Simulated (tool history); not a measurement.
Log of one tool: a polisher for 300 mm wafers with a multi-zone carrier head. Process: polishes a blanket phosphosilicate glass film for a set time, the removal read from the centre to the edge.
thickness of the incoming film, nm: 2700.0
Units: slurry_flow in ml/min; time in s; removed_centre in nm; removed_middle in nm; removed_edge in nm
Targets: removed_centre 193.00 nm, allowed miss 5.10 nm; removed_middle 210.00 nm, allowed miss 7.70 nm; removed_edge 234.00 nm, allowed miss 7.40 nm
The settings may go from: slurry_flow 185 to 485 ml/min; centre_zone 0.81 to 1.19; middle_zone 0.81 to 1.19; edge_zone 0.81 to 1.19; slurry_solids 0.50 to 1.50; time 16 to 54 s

run    day  slurry_flow  centre_zone  middle_zone  edge_zone  slurry_solids  time  removed_centre  removed_middle  removed_edge
  1  0.000          310         1.00         1.00       1.00           1.00    35          311.94          313.64        326.64
  2  0.329          300         0.95         0.97       0.98           0.85    35          269.76          272.35        286.42
  3  0.642          300         0.95         0.97       0.98           0.85    41          316.88          324.97        332.52
  4  0.712          285         0.91         0.95       1.00           0.75    40          263.31          280.85        295.28
  5  0.854          285         0.91         0.95       1.00           0.75    47          309.94          320.34        349.69
  6  0.979          275         0.89         0.93       1.00           0.70    45          273.88          287.37        310.72
  7  1.212          215         0.81         0.83       1.03           0.50    40          146.69          150.83        185.84
  8  1.388          280         0.81         0.85       1.02           0.50    40          152.09          157.38        186.03
  9  1.408          265         0.84         0.89       1.05           0.50    39          151.52          159.51        183.60
 10  1.629          245         0.85         0.90       1.05           0.55    39          170.74          182.03        205.54
 11  1.733          245         0.85         0.90       1.05           0.55    39          175.05          180.09        209.18
 12  1.929          235         0.85         0.93       1.06           0.55    39          170.59          190.48        212.21
 13  2.167          225         0.87         0.94       1.07           0.55    39          174.85          190.13        208.91

Which of these 5 next moves meets every target?
  A  2.404          335         0.86         0.87       1.11           0.55    41               ?               ?             ?
  B  2.404          185         0.83         1.04       0.90           0.60    40               ?               ?             ?
  C  2.404          205         0.81         0.87       1.10           0.55    47               ?               ?             ?
  D  2.404          425         0.85         0.94       1.08           0.50    39               ?               ?             ?
  E  2.404          210         0.81         0.88       0.94           0.70    36               ?               ?             ?

move  removed_centre  removed_middle  removed_edge
   A          192.38          195.03        233.88
   B          185.34          226.61        215.30
   C          195.80          210.03        254.60
   D          162.07          176.47        194.65
   E          196.53          212.75        236.31
A: brings the result that was furthest off to its target, and leaves another outside
B: nearer than the last run, and not there yet
C: brings the result that was furthest off to its target, and leaves another outside
D: further off than the last run
E: meets every target
The right move is E.

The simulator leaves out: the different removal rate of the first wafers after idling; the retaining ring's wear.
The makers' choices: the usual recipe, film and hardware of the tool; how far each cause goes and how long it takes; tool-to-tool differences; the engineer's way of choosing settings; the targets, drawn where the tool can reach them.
